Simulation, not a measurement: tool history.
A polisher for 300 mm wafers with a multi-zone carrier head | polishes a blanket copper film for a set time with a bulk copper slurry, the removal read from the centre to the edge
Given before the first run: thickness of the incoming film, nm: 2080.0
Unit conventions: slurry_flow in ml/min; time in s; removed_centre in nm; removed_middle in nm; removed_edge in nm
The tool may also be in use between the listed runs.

{"run": 1, "hour": 0.0, "slurry_flow": 310, "centre_zone": 1.0, "middle_zone": 1.0, "edge_zone": 1.0, "slurry_solids": 1.0, "time": 41, "removed_centre": 414.95, "removed_middle": 414.3, "removed_edge": 408.6}
{"run": 2, "hour": 7.4, "slurry_flow": 305, "centre_zone": 0.95, "middle_zone": 0.99, "edge_zone": 0.97, "slurry_solids": 0.9, "time": 41, "removed_centre": 387.07, "removed_middle": 405.75, "removed_edge": 387.66}
{"run": 3, "hour": 11.5, "slurry_flow": 295, "centre_zone": 0.91, "middle_zone": 0.98, "edge_zone": 0.98, "slurry_solids": 0.8, "time": 41, "removed_centre": 352.84, "removed_middle": 389.26, "removed_edge": 385.3}
{"run": 4, "hour": 12.6, "slurry_flow": 295, "centre_zone": 0.91, "middle_zone": 0.98, "edge_zone": 1.03, "slurry_solids": 0.8, "time": 41, "removed_centre": 352.53, "removed_middle": 386.74, "removed_edge": 390.15}
{"run": 5, "hour": 17.5, "slurry_flow": 295, "centre_zone": 0.91, "middle_zone": 0.98, "edge_zone": 1.03, "slurry_solids": 0.8, "time": 46, "removed_centre": 398.1, "removed_middle": 430.5, "removed_edge": 427.96}
{"run": 6, "hour": 26.3, "slurry_flow": 295, "centre_zone": 0.91, "middle_zone": 0.93, "edge_zone": 1.03, "slurry_solids": 0.8, "time": 46, "removed_centre": 397.52, "removed_middle": 421.81, "removed_edge": 430.53}

What does the tool deliver on the next run?
{"run": 7, "hour": 27.1, "slurry_flow": 290, "centre_zone": 0.89, "middle_zone": 0.93, "edge_zone": 0.99, "slurry_solids": 0.7, "time": 44, "removed_centre": "?", "removed_middle": "?", "removed_edge": "?"}

{"run 7": {"removed_centre": 360.6, "removed_middle": 385.9, "removed_edge": 388.66}}
